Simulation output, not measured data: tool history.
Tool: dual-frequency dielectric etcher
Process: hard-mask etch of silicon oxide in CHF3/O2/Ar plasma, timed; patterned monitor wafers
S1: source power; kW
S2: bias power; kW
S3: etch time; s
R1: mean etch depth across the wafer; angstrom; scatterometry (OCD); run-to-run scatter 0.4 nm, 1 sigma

run  hour     S1     S2  S3      R1
  1   0.0  0.520  0.175  32  638.98
  2   2.1  0.520  0.198  32  668.98
  3   3.7  0.610  0.198  32  729.37
  4   9.8  0.610  0.198  33  761.21
  5  18.4  0.610  0.219  33  783.54
  6  21.7  0.540  0.210  33  718.86
  7  28.4  0.490  0.206  33  677.65

Run 8 comes next. What will it give?
  8  37.1  0.450  0.203  33   ?

{"run 8": {"R1": 637.98}}
